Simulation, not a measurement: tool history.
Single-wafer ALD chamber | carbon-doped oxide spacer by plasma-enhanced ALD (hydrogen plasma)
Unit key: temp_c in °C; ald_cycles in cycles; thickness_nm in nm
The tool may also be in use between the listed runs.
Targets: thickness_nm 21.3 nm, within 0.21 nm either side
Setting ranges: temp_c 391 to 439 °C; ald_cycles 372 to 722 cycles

run	hour	temp_c	ald_cycles	thickness_nm
1	0	415	547	26.637
2	9.3	423	547	25.952
3	18.5	423	607	28.95
4	22.9	423	564	26.792
5	25.7	431	564	26.44
6	34.5	432	551	25.594
7	42	433	541	25.027
8	49.2	434	532	24.656
9	51.5	434	524	24.179
10	61.3	434	517	23.856
11	65.2	439	452	20.56
12	70.9	438	453	20.721
13	72.8	438	453	20.656

5 candidate next runs follow, results not yet known. Just one meets every target within its allowed miss. Identify it.
A	74.7	437	465	?
B	74.7	438	457	?
C	74.7	439	461	?
D	74.7	435	449	?
E	74.7	439	458	?

move	thickness_nm
A	21.296
B	20.868
C	20.989
D	20.685
E	20.852
A: in spec on every target
B: better than the last run, though not everything is in spec
C: better than the last run, though not everything is in spec
D: roughly where the last run was
E: better than the last run, though not everything is in spec
The right move is A.
